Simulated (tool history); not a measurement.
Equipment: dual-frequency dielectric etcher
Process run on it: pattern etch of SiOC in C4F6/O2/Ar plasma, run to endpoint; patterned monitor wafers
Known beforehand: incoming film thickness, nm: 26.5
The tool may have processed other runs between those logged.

run 1 day=0 | bias_power_(kW)=0.345 source_power_(kW)=0.44 | endpoint_time_(s)=10.202
run 2 day=0.362 | bias_power_(kW)=0.332 source_power_(kW)=0.43 | endpoint_time_(s)=10.504
run 3 day=0.475 | bias_power_(kW)=0.291 source_power_(kW)=0.43 | endpoint_time_(s)=11.023
run 4 day=0.804 | bias_power_(kW)=0.283 source_power_(kW)=0.42 | endpoint_time_(s)=11.132
run 5 day=0.962 | bias_power_(kW)=0.283 source_power_(kW)=0.48 | endpoint_time_(s)=10.882
run 6 day=1.158 | bias_power_(kW)=0.274 source_power_(kW)=0.47 | endpoint_time_(s)=11.001
run 7 day=1.271 | bias_power_(kW)=0.266 source_power_(kW)=0.46 | endpoint_time_(s)=11.163
run 8 day=1.625 | bias_power_(kW)=0.266 source_power_(kW)=0.46 | endpoint_time_(s)=11.198
run 9 day=1.796 | bias_power_(kW)=0.259 source_power_(kW)=0.45 | endpoint_time_(s)=11.561
run 10 day=1.996 | bias_power_(kW)=0.254 source_power_(kW)=0.45 | endpoint_time_(s)=11.718

Run 11 comes next. What will it give?
run 11 day=2.346 | bias_power_(kW)=0.209 source_power_(kW)=0.42 | endpoint_time_(s)=?

endpoint time (s): 13.021
